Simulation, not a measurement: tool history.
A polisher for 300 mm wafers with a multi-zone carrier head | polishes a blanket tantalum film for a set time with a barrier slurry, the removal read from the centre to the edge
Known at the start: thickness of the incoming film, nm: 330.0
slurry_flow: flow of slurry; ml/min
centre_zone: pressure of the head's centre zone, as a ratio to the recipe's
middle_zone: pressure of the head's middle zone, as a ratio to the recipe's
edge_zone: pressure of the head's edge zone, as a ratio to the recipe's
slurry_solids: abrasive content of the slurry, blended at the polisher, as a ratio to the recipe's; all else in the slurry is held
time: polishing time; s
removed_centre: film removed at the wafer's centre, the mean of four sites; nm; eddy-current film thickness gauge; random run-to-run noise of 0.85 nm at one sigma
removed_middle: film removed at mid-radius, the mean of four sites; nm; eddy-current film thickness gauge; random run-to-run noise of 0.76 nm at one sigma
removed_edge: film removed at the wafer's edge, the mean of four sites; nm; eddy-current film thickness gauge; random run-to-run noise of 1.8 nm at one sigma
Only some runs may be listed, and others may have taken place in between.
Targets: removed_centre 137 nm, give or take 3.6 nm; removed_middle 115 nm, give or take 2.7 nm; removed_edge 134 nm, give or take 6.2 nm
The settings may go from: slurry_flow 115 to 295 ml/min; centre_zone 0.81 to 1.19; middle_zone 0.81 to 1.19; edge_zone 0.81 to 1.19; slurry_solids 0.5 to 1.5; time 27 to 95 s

Run 1, hour 0: slurry_flow 190 ml/min, centre_zone 1, middle_zone 1, edge_zone 1, slurry_solids 1, time 61 s. Result: removed_centre 89.752 nm, removed_middle 91.43 nm, removed_edge 88.711 nm.
Run 2, hour 0.7: slurry_flow 190 ml/min, centre_zone 1, middle_zone 1.08, edge_zone 1, slurry_solids 1, time 61 s. Result: removed_centre 90.365 nm, removed_middle 96.14 nm, removed_edge 88.493 nm.
Run 3, hour 3.3: slurry_flow 195 ml/min, centre_zone 1.02, middle_zone 1.05, edge_zone 1.03, slurry_solids 1.1, time 63 s. Result: removed_centre 98.676 nm, removed_middle 100.79 nm, removed_edge 99.041 nm.
Run 4, hour 9.5: slurry_flow 195 ml/min, centre_zone 1.02, middle_zone 1.05, edge_zone 1.03, slurry_solids 0.95, time 63 s. Result: removed_centre 94.867 nm, removed_middle 95.94 nm, removed_edge 93.366 nm.
Run 5, hour 18.2: slurry_flow 205 ml/min, centre_zone 1.05, middle_zone 1.05, edge_zone 1.06, slurry_solids 1, time 63 s. Result: removed_centre 100.17 nm, removed_middle 98.531 nm, removed_edge 94.591 nm.
Run 6, hour 24.1: slurry_flow 205 ml/min, centre_zone 1.05, middle_zone 1.05, edge_zone 0.98, slurry_solids 1, time 63 s. Result: removed_centre 100.11 nm, removed_middle 99.8 nm, removed_edge 91.428 nm.
Run 7, hour 27.3: slurry_flow 205 ml/min, centre_zone 1.07, middle_zone 1.04, edge_zone 1.02, slurry_solids 1.1, time 64 s. Result: removed_centre 105.36 nm, removed_middle 101.67 nm, removed_edge 99.328 nm.
Run 8, hour 33: slurry_flow 205 ml/min, centre_zone 1.07, middle_zone 1.04, edge_zone 1.02, slurry_solids 1.1, time 64 s. Result: removed_centre 106.13 nm, removed_middle 100.56 nm, removed_edge 100.32 nm.
Run 9, hour 38.3: slurry_flow 210 ml/min, centre_zone 1.09, middle_zone 1.05, edge_zone 1.04, slurry_solids 1.15, time 64 s. Result: removed_centre 110.33 nm, removed_middle 104.34 nm, removed_edge 97.78 nm.
Run 10, hour 45.2: slurry_flow 205 ml/min, centre_zone 1.09, middle_zone 1.03, edge_zone 1.05, slurry_solids 1.2, time 66 s. Result: removed_centre 113.47 nm, removed_middle 106.86 nm, removed_edge 105.42 nm.
Run 11, hour 49.9: slurry_flow 205 ml/min, centre_zone 1.1, middle_zone 1.01, edge_zone 1.07, slurry_solids 1.25, time 67 s. Result: removed_centre 118.24 nm, removed_middle 108.86 nm, removed_edge 109.97 nm.
At hour 58: worn pad replaced by a new one.
Run 12, hour 58: slurry_flow 205 ml/min, centre_zone 1.1, middle_zone 0.99, edge_zone 1.09, slurry_solids 1.3, time 68 s. Result: removed_centre 133.52 nm, removed_middle 120.67 nm, removed_edge 123.52 nm.
Run 13, hour 64.6: slurry_flow 200 ml/min, centre_zone 1.09, middle_zone 0.96, edge_zone 1.09, slurry_solids 1.3, time 68 s. Result: removed_centre 132.42 nm, removed_middle 115.92 nm, removed_edge 123.35 nm.
Run 14, hour 73.4: slurry_flow 200 ml/min, centre_zone 1.08, middle_zone 0.95, edge_zone 1.1, slurry_solids 1.3, time 68 s. Result: removed_centre 129.08 nm, removed_middle 116.45 nm, removed_edge 122.22 nm.

4 candidate next runs follow, results not yet known. Just one meets every target within its allowed miss. Identify it.
Run A, hour 82.2: slurry_flow 195 ml/min, centre_zone 0.99, middle_zone 0.94, edge_zone 1.13, slurry_solids 1.25, time 70 s. Result: removed_centre ?, removed_middle ?, removed_edge ?.
Run B, hour 82.2: slurry_flow 225 ml/min, centre_zone 1.08, middle_zone 0.88, edge_zone 1.18, slurry_solids 1.3, time 70 s. Result: removed_centre ?, removed_middle ?, removed_edge ?.
Run C, hour 82.2: slurry_flow 165 ml/min, centre_zone 1.04, middle_zone 0.87, edge_zone 1.14, slurry_solids 1.5, time 71 s. Result: removed_centre ?, removed_middle ?, removed_edge ?.
Run D, hour 82.2: slurry_flow 180 ml/min, centre_zone 0.98, middle_zone 0.97, edge_zone 1.08, slurry_solids 1.3, time 69 s. Result: removed_centre ?, removed_middle ?, removed_edge ?.

move  removed_centre  removed_middle  removed_edge
   A          120.64          117.25         128.1
   B          136.12           114.7        134.49
   C          129.67           113.2        133.33
   D          117.08          118.07        123.31
A: lands further from the targets than the last run did
B: each result inside its tolerance
C: better than the last run, though not everything is in spec
D: lands further from the targets than the last run did
Move B is the one to make.

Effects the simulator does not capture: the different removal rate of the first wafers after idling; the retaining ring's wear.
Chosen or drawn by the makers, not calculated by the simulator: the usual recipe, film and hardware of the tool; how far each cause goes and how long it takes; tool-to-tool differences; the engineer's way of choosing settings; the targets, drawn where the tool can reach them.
